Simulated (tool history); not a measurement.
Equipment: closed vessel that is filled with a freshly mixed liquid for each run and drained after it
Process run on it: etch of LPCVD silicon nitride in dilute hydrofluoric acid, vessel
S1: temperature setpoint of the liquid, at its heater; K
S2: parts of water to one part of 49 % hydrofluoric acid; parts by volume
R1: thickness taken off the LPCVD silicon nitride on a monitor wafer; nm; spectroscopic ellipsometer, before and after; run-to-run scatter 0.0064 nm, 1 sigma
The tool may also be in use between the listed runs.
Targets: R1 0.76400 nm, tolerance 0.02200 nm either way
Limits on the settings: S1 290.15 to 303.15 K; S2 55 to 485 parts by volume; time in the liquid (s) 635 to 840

{"run": 1, "day": 0.0, "S1": 295.15, "S2": 270, "time in the liquid (s)": 840, "R1": 1.717}
{"run": 2, "day": 0.267, "S1": 295.15, "S2": 270, "time in the liquid (s)": 635, "R1": 1.3069}
{"run": 3, "day": 0.421, "S1": 295.15, "S2": 270, "time in the liquid (s)": 840, "R1": 1.7405}
{"run": 4, "day": 0.546, "S1": 295.15, "S2": 270, "time in the liquid (s)": 635, "R1": 1.2993}
{"run": 5, "day": 0.846, "S1": 293.65, "S2": 285, "time in the liquid (s)": 635, "R1": 1.1171}
{"run": 6, "day": 0.979, "S1": 293.65, "S2": 355, "time in the liquid (s)": 635, "R1": 0.91313}
{"run": 7, "day": 1.342, "S1": 293.15, "S2": 355, "time in the liquid (s)": 635, "R1": 0.89629}
{"day": 1.567, "done": "hydrofluoric acid flow meter replaced"}
{"run": 8, "day": 1.567, "S1": 290.15, "S2": 355, "time in the liquid (s)": 635, "R1": 0.67207}
{"run": 9, "day": 1.796, "S1": 290.65, "S2": 355, "time in the liquid (s)": 635, "R1": 0.68344}
{"run": 10, "day": 2.142, "S1": 291.15, "S2": 355, "time in the liquid (s)": 635, "R1": 0.70117}
{"run": 11, "day": 2.246, "S1": 291.65, "S2": 355, "time in the liquid (s)": 635, "R1": 0.72853}

Of the 5 settings listed for the next run, only one would bring every result within its allowed miss of target. Which one?
{"run": "A", "day": 2.35, "S1": 292.15, "S2": 360, "time in the liquid (s)": 710, "R1": "?"}
{"run": "B", "day": 2.35, "S1": 293.15, "S2": 430, "time in the liquid (s)": 675, "R1": "?"}
{"run": "C", "day": 2.35, "S1": 290.65, "S2": 390, "time in the liquid (s)": 765, "R1": "?"}
{"run": "D", "day": 2.35, "S1": 291.15, "S2": 315, "time in the liquid (s)": 650, "R1": "?"}
{"run": "E", "day": 2.35, "S1": 290.15, "S2": 360, "time in the liquid (s)": 700, "R1": "?"}

move=A R1=0.83469
move=B R1=0.71201
move=C R1=0.75789
move=D R1=0.81453
move=E R1=0.72450
A: takes the result that was furthest off past its target
B: lands further from the targets than the last run did
C: every result within its allowed miss
D: takes the result that was furthest off past its target
E: lands further from the targets than the last run did
Go with C: it meets all targets.
